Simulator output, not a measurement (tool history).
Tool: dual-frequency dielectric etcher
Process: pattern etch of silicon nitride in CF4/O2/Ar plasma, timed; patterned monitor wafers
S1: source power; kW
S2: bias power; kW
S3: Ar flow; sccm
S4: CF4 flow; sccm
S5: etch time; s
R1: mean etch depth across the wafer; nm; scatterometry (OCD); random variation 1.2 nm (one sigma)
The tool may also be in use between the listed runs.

Run 1, hour 0.0: S1 0.440 kW, S2 0.040 kW, S3 104 sccm, S4 121 sccm, S5 206 s. Result: R1 362.34 nm.
Run 2, hour 4.2: S1 0.440 kW, S2 0.040 kW, S3 104 sccm, S4 121 sccm, S5 188 s. Result: R1 329.87 nm.
Run 3, hour 9.1: S1 0.490 kW, S2 0.040 kW, S3 104 sccm, S4 121 sccm, S5 188 s. Result: R1 358.62 nm.
Run 4, hour 15.2: S1 0.490 kW, S2 0.035 kW, S3 104 sccm, S4 121 sccm, S5 188 s. Result: R1 344.67 nm.
Run 5, hour 19.3: S1 0.480 kW, S2 0.035 kW, S3 104 sccm, S4 121 sccm, S5 188 s. Result: R1 341.06 nm.
At hour 20.2: bias power generator calibrated.
Run 6, hour 20.2: S1 0.480 kW, S2 0.035 kW, S3 104 sccm, S4 102 sccm, S5 188 s. Result: R1 332.47 nm.
Run 7, hour 21.3: S1 0.470 kW, S2 0.035 kW, S3 104 sccm, S4 102 sccm, S5 188 s. Result: R1 327.80 nm.

The next listed run, before its measurement:
Run 8, hour 25.9: S1 0.460 kW, S2 0.035 kW, S3 104 sccm, S4 102 sccm, S5 188 s. Result: R1 ?.

Run 8 gave R1 321.42 nm.
